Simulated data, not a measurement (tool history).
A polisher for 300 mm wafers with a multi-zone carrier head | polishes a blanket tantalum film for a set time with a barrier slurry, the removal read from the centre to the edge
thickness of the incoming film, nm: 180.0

run  hour  flow of slurry (ml/min)  pressure of the head's centre zone  pressure of the head's middle zone  pressure of the head's edge zone  abrasive content of the slurry  polishing time (s)  film removed at the wafer's centre (angstrom)  film removed at mid-radius (angstrom)  film removed at the wafer's edge (angstrom)
  1     0                      150                                   1                                   1                                 1                               1                  38                                         514.63                                 510.76                                       519.73
  2   6.8                      145                                0.98                                0.99                              0.96                            0.85                  37                                         451.21                                 457.61                                       469.48
  3  14.6                      145                                0.98                                1.06                              0.96                            0.85                  37                                         448.34                                 490.79                                       462.58
  4  22.2                      145                                0.98                                1.06                              1.03                            0.85                  37                                         455.47                                  480.5                                       476.12
  5    30                      140                                0.98                                1.05                              0.99                            0.75                  37                                          432.2                                 451.61                                       456.25
  6  36.2                      140                                0.98                                1.05                              0.99                            0.75                  43                                         501.93                                  525.4                                       527.36
  7  41.7                      140                                0.98                                1.04                              0.96                             0.7                  41                                         453.31                                 481.71                                       484.46

Run 8 comes next. What will it give?
  8  43.7                      140                                0.99                                1.04                              0.93                            0.65                  40                                              ?                                      ?                                            ?

film removed at the wafer's centre (angstrom): 438.63
film removed at mid-radius (angstrom): 451.05
film removed at the wafer's edge (angstrom): 440.74
